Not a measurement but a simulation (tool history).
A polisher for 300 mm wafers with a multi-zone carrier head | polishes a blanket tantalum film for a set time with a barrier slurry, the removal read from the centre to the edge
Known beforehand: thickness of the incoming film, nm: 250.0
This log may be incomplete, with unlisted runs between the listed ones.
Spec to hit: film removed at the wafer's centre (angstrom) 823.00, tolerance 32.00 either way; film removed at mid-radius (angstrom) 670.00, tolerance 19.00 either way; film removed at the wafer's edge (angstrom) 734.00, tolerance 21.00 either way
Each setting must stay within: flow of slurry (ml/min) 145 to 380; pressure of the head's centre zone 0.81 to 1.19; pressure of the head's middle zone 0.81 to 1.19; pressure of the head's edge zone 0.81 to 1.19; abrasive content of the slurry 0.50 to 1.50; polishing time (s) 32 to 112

run,day,flow of slurry (ml/min),pressure of the head's centre zone,pressure of the head's middle zone,pressure of the head's edge zone,abrasive content of the slurry,polishing time (s),film removed at the wafer's centre (angstrom),film removed at mid-radius (angstrom),film removed at the wafer's edge (angstrom)
1,0.000,245,1.00,1.00,1.00,1.00,72,846.19,863.65,846.61
2,0.154,245,1.00,1.08,1.00,1.00,72,848.94,930.71,856.23
3,0.467,245,0.93,1.08,1.00,1.00,72,782.44,920.32,856.16
4,0.817,240,0.96,1.02,0.98,0.95,72,793.13,869.77,830.52
5,1.079,240,0.96,1.02,0.91,0.95,72,795.89,868.70,811.47
6,1.375,240,0.96,0.94,0.91,0.95,72,800.00,812.46,820.48
7,1.408,235,0.98,0.91,0.90,0.90,72,785.31,780.50,794.91
8,1.754,235,0.98,0.91,0.90,0.90,72,801.99,769.11,802.03
9,1.867,230,1.00,0.90,0.88,0.85,72,800.73,754.76,768.70
10,1.888,195,1.09,0.81,0.91,0.75,71,804.65,637.01,729.56
11,2.071,200,1.09,0.82,0.91,0.75,71,824.81,650.65,732.21

Exactly one of the 4 candidate moves below puts every result within its allowed miss. Which one?
A,2.254,155,1.13,0.87,0.86,0.65,75,?,?,?
B,2.254,240,1.09,0.85,0.92,0.75,70,?,?,?
C,2.254,190,1.07,0.89,0.98,0.60,74,?,?,?
D,2.254,215,1.12,0.81,0.90,0.70,71,?,?,?

move,film removed at the wafer's centre (angstrom),film removed at mid-radius (angstrom),film removed at the wafer's edge (angstrom)
A,799.93,660.24,694.32
B,820.28,682.40,739.20
C,762.13,673.63,730.06
D,822.49,641.31,718.66
A: brings the result that was furthest off to its target, and leaves another outside
B: every result lands within tolerance
C: brings the result that was furthest off to its target, and leaves another outside
D: its largest miss is bigger than the last run's
Go with B: it meets all targets.

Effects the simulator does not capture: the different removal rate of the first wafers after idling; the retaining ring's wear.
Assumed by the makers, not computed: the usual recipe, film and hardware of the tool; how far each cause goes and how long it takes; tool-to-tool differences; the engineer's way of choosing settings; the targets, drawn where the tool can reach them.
